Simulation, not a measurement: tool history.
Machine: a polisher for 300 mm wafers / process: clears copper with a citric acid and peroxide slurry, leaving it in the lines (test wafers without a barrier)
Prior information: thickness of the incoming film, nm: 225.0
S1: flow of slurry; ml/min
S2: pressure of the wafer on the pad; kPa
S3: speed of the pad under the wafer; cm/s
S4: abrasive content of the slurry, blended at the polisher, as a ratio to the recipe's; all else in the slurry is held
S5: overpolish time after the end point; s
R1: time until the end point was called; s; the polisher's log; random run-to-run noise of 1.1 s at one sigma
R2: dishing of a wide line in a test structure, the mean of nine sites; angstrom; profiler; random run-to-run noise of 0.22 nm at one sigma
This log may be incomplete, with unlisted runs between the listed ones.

run 1 hour=0 | S1=160 S2=24.8 S3=90 S4=1 S5=20 | R1=93.096 R2=330.67
run 2 hour=3 | S1=170 S2=23.4 S3=90 S4=1 S5=17 | R1=96.153 R2=274.7
run 3 hour=10.6 | S1=170 S2=22.1 S3=90 S4=1 S5=15 | R1=100.57 R2=245.19
run 4 hour=15.7 | S1=170 S2=22.1 S3=100 S4=1 S5=15 | R1=92.927 R2=251.43
run 5 hour=18.2 | S1=165 S2=20.7 S3=100 S4=1 S5=13 | R1=97.856 R2=211.75
run 6 hour=26.7 | S1=190 S2=20.7 S3=100 S4=1 S5=13 | R1=96.352 R2=218.5
run 7 hour=28.3 | S1=190 S2=19.3 S3=100 S4=1 S5=12 | R1=100.76 R2=194.64

What will run 8 give?
run 8 hour=29.6 | S1=185 S2=18.6 S3=100 S4=1 S5=12 | R1=? R2=?

{"run 8": {"R1": 103.88, "R2": 182.96}}
